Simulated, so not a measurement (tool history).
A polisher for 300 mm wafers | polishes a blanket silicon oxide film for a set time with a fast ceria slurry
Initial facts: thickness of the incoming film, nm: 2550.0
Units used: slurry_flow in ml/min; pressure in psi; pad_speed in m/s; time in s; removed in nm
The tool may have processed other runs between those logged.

run 1 hour=0.0 | slurry_flow=280 pressure=1.6 pad_speed=1.06 time=114 | removed=907.72
run 2 hour=3.5 | slurry_flow=280 pressure=1.2 pad_speed=1.06 time=114 | removed=679.58
run 3 hour=6.7 | slurry_flow=280 pressure=1.5 pad_speed=1.06 time=114 | removed=843.87
run 4 hour=12.0 | slurry_flow=280 pressure=1.5 pad_speed=0.78 time=114 | removed=682.33
run 5 hour=17.4 | slurry_flow=280 pressure=1.8 pad_speed=0.82 time=114 | removed=832.72
run 6 hour=24.4 | slurry_flow=280 pressure=1.6 pad_speed=0.82 time=114 | removed=764.81
run 7 hour=30.2 | slurry_flow=280 pressure=1.8 pad_speed=0.86 time=114 | removed=880.75
run 8 hour=33.7 | slurry_flow=280 pressure=2.3 pad_speed=1.08 time=115 | removed=1314.40
run 9 hour=41.5 | slurry_flow=280 pressure=2.4 pad_speed=1.10 time=115 | removed=1369.70

What will run 10 give?
run 10 hour=42.4 | slurry_flow=280 pressure=2.4 pad_speed=1.12 time=115 | removed=?

{"run 10": {"removed": 1403.4}}
